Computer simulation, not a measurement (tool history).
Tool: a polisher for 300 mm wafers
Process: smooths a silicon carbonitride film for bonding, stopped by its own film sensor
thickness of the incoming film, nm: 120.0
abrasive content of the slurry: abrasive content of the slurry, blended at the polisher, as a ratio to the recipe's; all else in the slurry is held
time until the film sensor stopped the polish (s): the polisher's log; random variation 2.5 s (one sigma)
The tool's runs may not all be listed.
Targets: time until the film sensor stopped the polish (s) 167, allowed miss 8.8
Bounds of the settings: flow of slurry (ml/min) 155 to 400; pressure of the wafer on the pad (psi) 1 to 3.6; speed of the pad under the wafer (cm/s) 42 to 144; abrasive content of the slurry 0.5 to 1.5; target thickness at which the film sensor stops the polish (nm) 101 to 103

| run | hour | flow of slurry (ml/min) | pressure of the wafer on the pad (psi) | speed of the pad under the wafer (cm/s) | abrasive content of the slurry | target thickness at which the film sensor stops the polish (nm) | time until the film sensor stopped the polish (s) |
|---|---|---|---|---|---|---|---|
| 1 | 0 | 255 | 2.3 | 92 | 1 | 101 | 78.707 |
| 2 | 8.4 | 255 | 2 | 86 | 1 | 101 | 87.553 |
| 3 | 12 | 250 | 1.7 | 74 | 0.95 | 101 | 113.25 |
| 4 | 12.6 | 285 | 1.7 | 74 | 0.95 | 101 | 111.03 |
| 5 | 18.3 | 285 | 1.5 | 70 | 0.95 | 101 | 124.45 |
| 6 | 20.1 | 285 | 1.4 | 66 | 0.95 | 101 | 129.21 |
| 7 | 25 | 280 | 1 | 48 | 0.9 | 101 | 199.52 |
| 8 | 30 | 285 | 1.1 | 48 | 0.9 | 101 | 195.63 |

5 next moves are on the table. One of them brings every result within its allowed miss. Which?
| A | 35 | 295 | 1.1 | 64 | 0.8 | 102 | ? |
| B | 35 | 305 | 1 | 46 | 0.8 | 101 | ? |
| C | 35 | 280 | 1 | 46 | 0.7 | 103 | ? |
| D | 35 | 285 | 1.1 | 42 | 0.8 | 101 | ? |
| E | 35 | 375 | 1.1 | 42 | 0.9 | 101 | ? |

| move | time until the film sensor stopped the polish (s) |
|---|---|
| A | 167.24 |
| B | 223.84 |
| C | 232.2 |
| D | 225.8 |
| E | 198.37 |
A: meets every target
B: further off than the last run
C: further off than the last run
D: further off than the last run
E: further off than the last run
Move A is the one to make.
